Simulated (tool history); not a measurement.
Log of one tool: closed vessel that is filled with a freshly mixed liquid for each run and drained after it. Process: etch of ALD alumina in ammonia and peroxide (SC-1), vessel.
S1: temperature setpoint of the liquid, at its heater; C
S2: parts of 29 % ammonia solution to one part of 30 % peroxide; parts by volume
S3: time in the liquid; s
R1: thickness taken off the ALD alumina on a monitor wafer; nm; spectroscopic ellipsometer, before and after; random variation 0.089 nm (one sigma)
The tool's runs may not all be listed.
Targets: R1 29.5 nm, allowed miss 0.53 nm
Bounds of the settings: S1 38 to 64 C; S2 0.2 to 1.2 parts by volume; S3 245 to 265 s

run  hour    S1    S2   S3      R1
  1     0    48  0.75  245  16.414
  2   6.5    48  0.85  245  16.647
  3  10.6  50.5  0.85  245  18.981
  4  12.3  50.5  0.85  265  20.651
  5  18.8  50.5  0.65  265  20.045
  6  27.4  53.5  0.65  265  23.744
  7  34.5  54.5  0.65  265  24.976
  8  42.3    55  0.65  265  25.618

Which of these 4 next moves meets every target?
  A  50.1  56  0.65  265   ?
  B  50.1  58   0.7  260   ?
  C  50.1  53   0.7  255   ?
  D  50.1  54   0.6  250   ?

move      R1
   A  27.088
   B  29.719
   C  22.372
   D  22.807
A: nearer than the last run, and not there yet
B: meets every target
C: further off than the last run
D: further off than the last run
Answer: B

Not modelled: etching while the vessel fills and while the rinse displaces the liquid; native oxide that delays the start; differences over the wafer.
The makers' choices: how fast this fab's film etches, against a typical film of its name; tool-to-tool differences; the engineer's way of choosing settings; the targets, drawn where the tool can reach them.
